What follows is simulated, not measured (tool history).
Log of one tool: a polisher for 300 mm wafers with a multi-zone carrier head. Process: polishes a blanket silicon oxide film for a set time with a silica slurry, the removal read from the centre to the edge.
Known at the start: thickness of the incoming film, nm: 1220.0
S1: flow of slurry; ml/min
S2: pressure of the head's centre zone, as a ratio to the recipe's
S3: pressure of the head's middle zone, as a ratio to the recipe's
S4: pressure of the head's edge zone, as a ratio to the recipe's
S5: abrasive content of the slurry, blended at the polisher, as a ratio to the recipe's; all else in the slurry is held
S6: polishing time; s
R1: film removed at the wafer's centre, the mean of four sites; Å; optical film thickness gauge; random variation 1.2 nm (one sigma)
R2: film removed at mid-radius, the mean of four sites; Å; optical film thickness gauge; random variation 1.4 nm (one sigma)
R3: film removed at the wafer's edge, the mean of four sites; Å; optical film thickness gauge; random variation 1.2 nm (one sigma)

{"run": 1, "hour": 0.0, "S1": 165, "S2": 1.0, "S3": 1.0, "S4": 1.0, "S5": 1.0, "S6": 89, "R1": 2275.1, "R2": 2230.5, "R3": 2243.8}
{"run": 2, "hour": 4.9, "S1": 165, "S2": 1.01, "S3": 0.99, "S4": 0.96, "S5": 0.85, "S6": 72, "R1": 1736.7, "R2": 1697.2, "R3": 1666.5}
{"run": 3, "hour": 11.7, "S1": 165, "S2": 1.02, "S3": 0.97, "S4": 0.93, "S5": 0.75, "S6": 63, "R1": 1460.2, "R2": 1353.9, "R3": 1361.6}
{"run": 4, "hour": 14.2, "S1": 165, "S2": 1.02, "S3": 0.97, "S4": 0.93, "S5": 0.95, "S6": 63, "R1": 1579.6, "R2": 1515.5, "R3": 1497.2}
{"run": 5, "hour": 18.9, "S1": 165, "S2": 1.01, "S3": 0.97, "S4": 0.9, "S5": 0.8, "S6": 58, "R1": 1368.5, "R2": 1285.3, "R3": 1273.6}
{"run": 6, "hour": 22.5, "S1": 165, "S2": 1.0, "S3": 0.98, "S4": 0.87, "S5": 0.7, "S6": 56, "R1": 1233.8, "R2": 1215.0, "R3": 1121.9}
{"run": 7, "hour": 25.0, "S1": 155, "S2": 0.99, "S3": 0.95, "S4": 0.85, "S5": 0.65, "S6": 56, "R1": 1135.2, "R2": 1114.3, "R3": 1085.1}
{"run": 8, "hour": 32.6, "S1": 150, "S2": 1.0, "S3": 0.95, "S4": 0.84, "S5": 0.6, "S6": 56, "R1": 1118.2, "R2": 1087.6, "R3": 1029.4}

Run 9 comes next. What will it give?
{"run": 9, "hour": 34.1, "S1": 145, "S2": 1.01, "S3": 0.94, "S4": 0.83, "S5": 0.6, "S6": 56, "R1": "?", "R2": "?", "R3": "?"}

Run 9 gave R1 1103.2 Å, R2 1055.3 Å, R3 1040.4 Å.
